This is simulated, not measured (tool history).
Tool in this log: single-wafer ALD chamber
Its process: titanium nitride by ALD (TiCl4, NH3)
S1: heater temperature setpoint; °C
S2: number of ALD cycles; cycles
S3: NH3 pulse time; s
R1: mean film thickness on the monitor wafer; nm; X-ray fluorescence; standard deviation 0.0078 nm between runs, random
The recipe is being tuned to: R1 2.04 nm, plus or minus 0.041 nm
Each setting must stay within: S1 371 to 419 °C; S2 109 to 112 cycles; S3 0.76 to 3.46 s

{"run": 1, "hour": 0.0, "S1": 395, "S2": 109, "S3": 2.11, "R1": 2.3119}
{"run": 2, "hour": 0.8, "S1": 395, "S2": 109, "S3": 2.11, "R1": 2.3137}
{"run": 3, "hour": 9.4, "S1": 390, "S2": 109, "S3": 2.11, "R1": 2.2969}
{"run": 4, "hour": 13.9, "S1": 386, "S2": 109, "S3": 1.85, "R1": 2.2603}
{"run": 5, "hour": 20.7, "S1": 383, "S2": 109, "S3": 1.64, "R1": 2.2228}
{"run": 6, "hour": 26.0, "S1": 381, "S2": 109, "S3": 1.47, "R1": 2.1924}
{"run": 7, "hour": 33.0, "S1": 379, "S2": 109, "S3": 1.33, "R1": 2.1574}
{"run": 8, "hour": 38.5, "S1": 377, "S2": 109, "S3": 1.22, "R1": 2.0961}

Exercise: of the 4 proposed moves below, exactly one satisfies all targets within the stated allowed misses. Which move is it?
{"run": "A", "hour": 44.0, "S1": 382, "S2": 109, "S3": 1.07, "R1": "?"}
{"run": "B", "hour": 44.0, "S1": 384, "S2": 109, "S3": 1.23, "R1": "?"}
{"run": "C", "hour": 44.0, "S1": 376, "S2": 109, "S3": 1.33, "R1": "?"}
{"run": "D", "hour": 44.0, "S1": 386, "S2": 112, "S3": 1.02, "R1": "?"}

move=A R1=2.0565
move=B R1=2.1406
move=C R1=2.1374
move=D R1=2.1035
A: hits every target within its allowed miss
B: further off than the last run
C: further off than the last run
D: further off than the last run
A meets every target.

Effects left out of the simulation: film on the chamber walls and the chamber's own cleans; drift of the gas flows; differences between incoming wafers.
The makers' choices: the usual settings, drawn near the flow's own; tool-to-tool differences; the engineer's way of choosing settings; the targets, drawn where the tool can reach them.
